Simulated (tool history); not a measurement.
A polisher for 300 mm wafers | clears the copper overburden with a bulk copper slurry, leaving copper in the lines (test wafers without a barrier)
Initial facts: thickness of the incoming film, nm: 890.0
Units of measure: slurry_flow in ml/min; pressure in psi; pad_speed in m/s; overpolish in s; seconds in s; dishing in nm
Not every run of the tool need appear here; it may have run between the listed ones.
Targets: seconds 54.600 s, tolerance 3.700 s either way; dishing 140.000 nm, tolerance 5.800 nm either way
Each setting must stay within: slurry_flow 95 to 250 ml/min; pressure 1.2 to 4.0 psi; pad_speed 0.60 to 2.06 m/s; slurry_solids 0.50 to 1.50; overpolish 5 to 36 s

run 1 hour=0.0 | slurry_flow=160 pressure=2.6 pad_speed=1.32 slurry_solids=1.00 overpolish=18 | seconds=90.269 dishing=95.119
run 2 hour=3.4 | slurry_flow=160 pressure=2.6 pad_speed=1.32 slurry_solids=1.00 overpolish=13 | seconds=91.975 dishing=79.286
run 3 hour=8.0 | slurry_flow=160 pressure=2.9 pad_speed=1.34 slurry_solids=1.00 overpolish=15 | seconds=79.182 dishing=94.476
run 4 hour=10.0 | slurry_flow=160 pressure=2.9 pad_speed=1.34 slurry_solids=1.10 overpolish=15 | seconds=77.208 dishing=95.229
run 5 hour=15.3 | slurry_flow=160 pressure=3.3 pad_speed=1.34 slurry_solids=1.10 overpolish=15 | seconds=72.740 dishing=101.450
-- hour=21.1 worn pad replaced by a new one
run 6 hour=21.1 | slurry_flow=160 pressure=3.4 pad_speed=1.38 slurry_solids=1.10 overpolish=16 | seconds=58.715 dishing=113.440
run 7 hour=24.7 | slurry_flow=160 pressure=3.4 pad_speed=1.38 slurry_solids=1.10 overpolish=16 | seconds=60.230 dishing=115.800
run 8 hour=33.4 | slurry_flow=160 pressure=3.5 pad_speed=1.38 slurry_solids=1.10 overpolish=17 | seconds=56.798 dishing=119.490
run 9 hour=36.9 | slurry_flow=160 pressure=3.5 pad_speed=1.38 slurry_solids=1.10 overpolish=18 | seconds=60.116 dishing=124.490
run 10 hour=39.0 | slurry_flow=160 pressure=3.6 pad_speed=1.38 slurry_solids=1.10 overpolish=18 | seconds=58.368 dishing=122.720
run 11 hour=42.0 | slurry_flow=160 pressure=3.6 pad_speed=1.38 slurry_solids=1.10 overpolish=18 | seconds=56.871 dishing=125.070

Of the 5 settings listed for the next run, only one would bring every result within its allowed miss of target. Which one?
run A hour=45.0 | slurry_flow=160 pressure=3.5 pad_speed=1.28 slurry_solids=1.05 overpolish=25 | seconds=? dishing=?
run B hour=45.0 | slurry_flow=140 pressure=3.7 pad_speed=1.26 slurry_solids=1.15 overpolish=17 | seconds=? dishing=?
run C hour=45.0 | slurry_flow=155 pressure=3.4 pad_speed=1.24 slurry_solids=1.10 overpolish=24 | seconds=? dishing=?
run D hour=45.0 | slurry_flow=150 pressure=4.0 pad_speed=1.58 slurry_solids=1.00 overpolish=20 | seconds=? dishing=?
run E hour=45.0 | slurry_flow=195 pressure=3.2 pad_speed=1.58 slurry_solids=1.05 overpolish=27 | seconds=? dishing=?

move=A seconds=64.225 dishing=135.080
move=B seconds=61.850 dishing=120.210
move=C seconds=67.200 dishing=130.850
move=D seconds=48.839 dishing=140.620
move=E seconds=56.844 dishing=139.120
A: brings the result that was furthest off to its target, and leaves another outside
B: the biggest miss grows against the last run
C: the biggest miss grows against the last run
D: brings the result that was furthest off to its target, and leaves another outside
E: every result lands within tolerance
E is the move that brings every result within its allowed miss.
